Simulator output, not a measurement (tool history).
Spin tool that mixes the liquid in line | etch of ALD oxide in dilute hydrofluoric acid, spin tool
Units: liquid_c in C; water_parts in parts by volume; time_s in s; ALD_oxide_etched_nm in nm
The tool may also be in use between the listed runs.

run,hour,liquid_c,water_parts,time_s,ALD_oxide_etched_nm
1,0.0,23.0,110,25,3.2419
2,1.4,23.0,145,25,2.3480
3,4.1,23.0,160,25,2.0755
4,9.9,24.5,150,25,2.3960
5,16.2,24.5,165,25,2.1274
6,21.5,21.5,165,25,1.9139
7,24.5,23.0,150,25,2.2624
8,32.6,24.5,140,25,2.6127

Run 9 comes next. What will it give?
9,40.8,28.5,95,25,?

Run 9 gave ALD_oxide_etched_nm 4.7042 nm.

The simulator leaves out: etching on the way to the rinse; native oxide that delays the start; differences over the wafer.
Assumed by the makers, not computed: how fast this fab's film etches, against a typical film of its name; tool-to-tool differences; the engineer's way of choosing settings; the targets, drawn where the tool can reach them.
